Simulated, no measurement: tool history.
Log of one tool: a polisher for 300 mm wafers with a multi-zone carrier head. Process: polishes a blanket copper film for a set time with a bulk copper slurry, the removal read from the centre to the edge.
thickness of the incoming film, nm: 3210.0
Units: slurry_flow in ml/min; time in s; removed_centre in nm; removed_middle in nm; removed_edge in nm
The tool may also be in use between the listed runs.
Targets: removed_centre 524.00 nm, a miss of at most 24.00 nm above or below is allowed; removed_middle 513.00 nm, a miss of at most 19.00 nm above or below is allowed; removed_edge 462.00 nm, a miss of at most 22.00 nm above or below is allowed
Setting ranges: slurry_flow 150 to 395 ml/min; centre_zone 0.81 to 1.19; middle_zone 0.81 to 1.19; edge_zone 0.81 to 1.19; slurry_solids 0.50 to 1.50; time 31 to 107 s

run	hour	slurry_flow	centre_zone	middle_zone	edge_zone	slurry_solids	time	removed_centre	removed_middle	removed_edge
1	0.0	250	1.00	1.00	1.00	1.00	69	689.92	682.69	690.69
2	2.6	250	1.00	1.08	1.00	1.00	69	697.81	729.65	669.95
3	3.8	250	1.00	1.08	1.00	0.90	69	656.11	710.63	659.30
4	5.3	250	1.02	1.08	0.98	0.85	66	646.16	664.81	622.89
5	7.5	250	1.02	1.08	0.98	0.85	58	560.84	583.02	548.86
6	9.1	250	1.03	1.08	0.96	0.80	57	552.87	571.50	525.68
7	11.7	250	1.03	1.07	0.94	0.75	57	545.93	556.06	523.11
8	13.0	250	1.04	1.07	0.93	0.70	57	529.53	547.66	501.42
9	20.5	245	1.05	1.07	0.92	0.70	57	555.17	547.51	501.01
10	24.3	245	1.05	1.07	0.91	0.70	57	545.29	551.45	490.00
11	26.3	240	1.05	1.06	0.90	0.70	57	545.22	536.31	486.01
12	29.6	235	1.05	1.06	0.89	0.70	57	547.20	539.61	496.44
13	34.4	255	1.07	1.07	0.87	0.50	54	491.07	486.45	428.16

Exercise: of the 5 proposed moves below, exactly one satisfies all targets within the stated allowed misses. Which move is it?
A	39.2	280	1.19	1.04	0.87	0.65	53	?	?	?
B	39.2	245	1.11	1.09	0.83	0.50	52	?	?	?
C	39.2	290	1.19	1.14	0.81	0.50	52	?	?	?
D	39.2	295	1.10	1.10	0.95	0.55	54	?	?	?
E	39.2	280	1.01	1.09	0.92	0.50	54	?	?	?

move	removed_centre	removed_middle	removed_edge
A	583.76	489.36	456.17
B	495.61	464.60	408.74
C	542.99	491.87	410.13
D	532.91	506.92	467.39
E	475.93	490.09	449.24
A: the worst result of the last run now meets its target, but another is out of spec
B: moves away from the targets compared with the last run
C: moves away from the targets compared with the last run
D: all results land within tolerance of their targets
E: the worst result of the last run now meets its target, but another is out of spec
So the answer is move D, the one that meets all the targets.
